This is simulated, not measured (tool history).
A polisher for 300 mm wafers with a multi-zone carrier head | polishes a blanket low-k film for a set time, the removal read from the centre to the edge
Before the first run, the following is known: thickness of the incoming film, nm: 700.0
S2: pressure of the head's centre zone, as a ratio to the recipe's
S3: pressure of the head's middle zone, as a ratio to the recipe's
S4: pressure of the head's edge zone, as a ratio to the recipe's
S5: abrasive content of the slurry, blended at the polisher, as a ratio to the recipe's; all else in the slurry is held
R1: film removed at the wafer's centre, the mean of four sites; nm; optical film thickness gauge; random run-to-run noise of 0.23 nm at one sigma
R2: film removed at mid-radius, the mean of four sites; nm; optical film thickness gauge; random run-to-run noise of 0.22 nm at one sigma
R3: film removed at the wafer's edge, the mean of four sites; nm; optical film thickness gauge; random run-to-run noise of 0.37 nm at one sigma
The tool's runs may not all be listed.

run 1 hour=0.0 | flow_of_slurry_(ml/min)=175 S2=1.00 S3=1.00 S4=1.00 S5=1.00 polishing_time_(s)=87 | R1=15.523 R2=16.039 R3=16.062
run 2 hour=4.0 | flow_of_slurry_(ml/min)=185 S2=1.03 S3=0.98 S4=1.03 S5=1.10 polishing_time_(s)=90 | R1=17.740 R2=17.291 R3=17.711
run 3 hour=9.4 | flow_of_slurry_(ml/min)=190 S2=1.05 S3=0.96 S4=1.06 S5=1.15 polishing_time_(s)=93 | R1=19.197 R2=17.995 R3=19.514
run 4 hour=10.5 | flow_of_slurry_(ml/min)=200 S2=1.08 S3=0.96 S4=1.08 S5=1.20 polishing_time_(s)=94 | R1=20.377 R2=18.601 R3=20.776
run 5 hour=18.4 | flow_of_slurry_(ml/min)=205 S2=1.10 S3=0.96 S4=1.08 S5=1.25 polishing_time_(s)=95 | R1=21.639 R2=19.202 R3=20.834
run 6 hour=27.0 | flow_of_slurry_(ml/min)=205 S2=1.03 S3=0.96 S4=1.08 S5=1.25 polishing_time_(s)=95 | R1=20.087 R2=19.386 R3=20.952
run 7 hour=29.8 | flow_of_slurry_(ml/min)=210 S2=1.06 S3=0.96 S4=1.09 S5=1.30 polishing_time_(s)=96 | R1=21.057 R2=19.750 R3=21.756
run 8 hour=35.1 | flow_of_slurry_(ml/min)=215 S2=1.08 S3=0.96 S4=1.10 S5=1.35 polishing_time_(s)=97 | R1=22.476 R2=20.635 R3=22.315
run 9 hour=39.9 | flow_of_slurry_(ml/min)=215 S2=1.10 S3=0.95 S4=1.11 S5=1.40 polishing_time_(s)=98 | R1=23.286 R2=20.547 R3=23.395
-- hour=40.8 slurry nozzle cleaned
run 10 hour=40.8 | flow_of_slurry_(ml/min)=220 S2=1.12 S3=0.95 S4=1.12 S5=1.40 polishing_time_(s)=99 | R1=25.124 R2=21.672 R3=23.960
run 11 hour=44.1 | flow_of_slurry_(ml/min)=220 S2=1.12 S3=0.95 S4=1.12 S5=1.40 polishing_time_(s)=99 | R1=25.247 R2=22.256 R3=24.122
run 12 hour=45.6 | flow_of_slurry_(ml/min)=225 S2=1.13 S3=0.93 S4=1.13 S5=1.40 polishing_time_(s)=99 | R1=25.886 R2=21.470 R3=24.297
run 13 hour=51.4 | flow_of_slurry_(ml/min)=225 S2=1.13 S3=0.93 S4=1.14 S5=1.40 polishing_time_(s)=99 | R1=25.592 R2=21.401 R3=24.294
run 14 hour=57.2 | flow_of_slurry_(ml/min)=225 S2=1.13 S3=0.93 S4=1.14 S5=1.40 polishing_time_(s)=99 | R1=25.821 R2=21.717 R3=24.844
run 15 hour=64.5 | flow_of_slurry_(ml/min)=230 S2=1.14 S3=0.93 S4=1.15 S5=1.40 polishing_time_(s)=99 | R1=25.837 R2=21.996 R3=24.401
run 16 hour=65.8 | flow_of_slurry_(ml/min)=230 S2=1.14 S3=0.92 S4=1.16 S5=1.40 polishing_time_(s)=100 | R1=26.679 R2=21.952 R3=25.129
run 17 hour=66.5 | flow_of_slurry_(ml/min)=230 S2=1.14 S3=0.92 S4=1.17 S5=1.40 polishing_time_(s)=100 | R1=25.946 R2=21.880 R3=24.906

Run 18 comes next. What will it give?
run 18 hour=71.2 | flow_of_slurry_(ml/min)=230 S2=1.14 S3=0.91 S4=1.17 S5=1.40 polishing_time_(s)=100 | R1=? R2=? R3=?

{"run 18": {"R1": 25.891, "R2": 21.743, "R3": 25.109}}

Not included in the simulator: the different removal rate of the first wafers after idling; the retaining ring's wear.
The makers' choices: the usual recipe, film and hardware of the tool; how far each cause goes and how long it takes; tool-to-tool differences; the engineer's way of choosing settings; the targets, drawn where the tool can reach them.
